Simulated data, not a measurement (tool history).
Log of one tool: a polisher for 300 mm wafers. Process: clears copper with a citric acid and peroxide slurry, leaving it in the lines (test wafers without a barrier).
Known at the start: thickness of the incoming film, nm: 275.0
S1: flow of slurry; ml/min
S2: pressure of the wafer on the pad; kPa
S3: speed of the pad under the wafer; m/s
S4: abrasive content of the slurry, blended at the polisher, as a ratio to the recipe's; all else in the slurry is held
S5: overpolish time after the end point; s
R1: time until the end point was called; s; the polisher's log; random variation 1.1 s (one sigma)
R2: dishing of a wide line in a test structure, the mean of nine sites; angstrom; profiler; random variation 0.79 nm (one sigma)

| run | day | S1 | S2 | S3 | S4 | S5 | R1 | R2 |
|---|---|---|---|---|---|---|---|---|
| 1 | 0.000 | 255 | 26.2 | 1.32 | 1.0 | 26 | 78.664 | 483.21 |
| 2 | 0.208 | 255 | 26.9 | 1.32 | 1.0 | 27 | 79.355 | 505.97 |
| 3 | 0.433 | 255 | 26.9 | 1.32 | 1.0 | 21 | 78.767 | 421.76 |
| 4 | 0.558 | 255 | 27.6 | 1.32 | 1.0 | 23 | 76.406 | 456.28 |
| 5 | 0.738 | 255 | 28.3 | 1.32 | 1.0 | 25 | 76.904 | 500.39 |
| 6 | 0.962 | 315 | 28.3 | 1.32 | 1.0 | 25 | 71.945 | 501.84 |
| 7 | 1.254 | 310 | 29.0 | 1.32 | 1.0 | 26 | 75.049 | 518.89 |

Run 8 comes next. What will it give?
| 8 | 1.488 | 310 | 30.3 | 1.32 | 1.0 | 27 | ? | ? |

Run 8 gave R1 68.069 s, R2 545.85 angstrom.

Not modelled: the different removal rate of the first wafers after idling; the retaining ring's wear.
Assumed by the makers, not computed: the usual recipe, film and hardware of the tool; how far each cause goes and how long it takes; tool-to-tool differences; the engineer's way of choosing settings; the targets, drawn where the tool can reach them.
